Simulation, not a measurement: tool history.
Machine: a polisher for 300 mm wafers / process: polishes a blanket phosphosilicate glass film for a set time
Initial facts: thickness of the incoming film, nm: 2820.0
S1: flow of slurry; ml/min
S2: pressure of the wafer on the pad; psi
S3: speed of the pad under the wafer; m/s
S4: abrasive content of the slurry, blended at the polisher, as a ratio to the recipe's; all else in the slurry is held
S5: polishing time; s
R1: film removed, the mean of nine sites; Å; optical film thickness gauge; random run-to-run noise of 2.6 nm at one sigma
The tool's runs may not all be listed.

run 1 day=0.000 | S1=265 S2=4.1 S3=0.82 S4=1.0 S5=43 | R1=3499.3
run 2 day=0.329 | S1=270 S2=4.2 S3=0.82 S4=1.0 S5=43 | R1=3527.9
run 3 day=0.683 | S1=270 S2=4.3 S3=0.82 S4=1.0 S5=43 | R1=3671.4
run 4 day=0.917 | S1=340 S2=4.3 S3=0.82 S4=1.0 S5=43 | R1=3697.9
run 5 day=0.983 | S1=340 S2=4.4 S3=0.82 S4=1.0 S5=43 | R1=3794.9
run 6 day=1.300 | S1=340 S2=4.5 S3=0.82 S4=1.0 S5=43 | R1=3872.0

Run 7, settings as shown, results not yet in. Your forecast:
run 7 day=1.625 | S1=340 S2=4.6 S3=0.82 S4=1.0 S5=43 | R1=?

For run 7 the tool returned R1 3979.7 Å.
